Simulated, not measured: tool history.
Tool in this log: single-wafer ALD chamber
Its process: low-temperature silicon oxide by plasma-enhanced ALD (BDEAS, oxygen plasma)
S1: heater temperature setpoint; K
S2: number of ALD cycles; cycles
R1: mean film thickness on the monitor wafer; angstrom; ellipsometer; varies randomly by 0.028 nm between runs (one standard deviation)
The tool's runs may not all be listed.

run,day,S1,S2,R1
1,0,363.15,59,88.348
2,0.258,359.15,61,92.87
3,0.538,356.15,62,95.173
4,0.725,354.15,63,96.973
5,1.012,354.15,58,89.714
6,1.35,364.15,58,86.545
7,1.65,364.15,58,87.245

Run 8 is up next; what results do you expect?
8,1.975,361.15,61,?

R1: 92.05 angstrom

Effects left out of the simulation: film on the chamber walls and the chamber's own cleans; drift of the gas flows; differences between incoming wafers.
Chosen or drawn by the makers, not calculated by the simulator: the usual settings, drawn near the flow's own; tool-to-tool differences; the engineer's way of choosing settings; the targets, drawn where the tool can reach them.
